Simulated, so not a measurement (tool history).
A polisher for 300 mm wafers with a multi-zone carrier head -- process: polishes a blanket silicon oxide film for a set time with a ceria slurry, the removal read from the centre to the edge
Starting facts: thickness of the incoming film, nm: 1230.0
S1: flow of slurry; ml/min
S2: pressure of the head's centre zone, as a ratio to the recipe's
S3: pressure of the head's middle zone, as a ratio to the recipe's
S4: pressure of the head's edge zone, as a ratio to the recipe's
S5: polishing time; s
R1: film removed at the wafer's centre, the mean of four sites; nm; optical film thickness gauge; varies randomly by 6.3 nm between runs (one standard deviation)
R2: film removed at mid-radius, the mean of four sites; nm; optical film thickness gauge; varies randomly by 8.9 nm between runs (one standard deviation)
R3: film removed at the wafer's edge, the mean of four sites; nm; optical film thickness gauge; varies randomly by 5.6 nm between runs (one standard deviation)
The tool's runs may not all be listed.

{"run": 1, "hour": 0.0, "S1": 125, "S2": 1.0, "S3": 1.0, "S4": 1.0, "S5": 55, "R1": 426.75, "R2": 412.24, "R3": 415.16}
{"run": 2, "hour": 8.0, "S1": 125, "S2": 1.0, "S3": 1.0, "S4": 1.0, "S5": 44, "R1": 340.39, "R2": 324.12, "R3": 334.21}
{"run": 3, "hour": 14.6, "S1": 130, "S2": 1.0, "S3": 1.02, "S4": 1.02, "S5": 48, "R1": 378.93, "R2": 366.02, "R3": 364.49}
{"run": 4, "hour": 15.5, "S1": 130, "S2": 0.99, "S3": 1.03, "S4": 1.03, "S5": 52, "R1": 401.04, "R2": 393.59, "R3": 398.53}
{"run": 5, "hour": 23.4, "S1": 135, "S2": 0.98, "S3": 1.05, "S4": 1.04, "S5": 55, "R1": 426.75, "R2": 428.2, "R3": 422.99}
{"run": 6, "hour": 28.4, "S1": 135, "S2": 1.05, "S3": 1.05, "S4": 1.04, "S5": 55, "R1": 453.34, "R2": 438.69, "R3": 433.65}

What will run 7 give?
{"run": 7, "hour": 35.9, "S1": 135, "S2": 1.04, "S3": 1.07, "S4": 1.06, "S5": 57, "R1": "?", "R2": "?", "R3": "?"}

R1: 465.84 nm
R2: 454.98 nm
R3: 446.05 nm
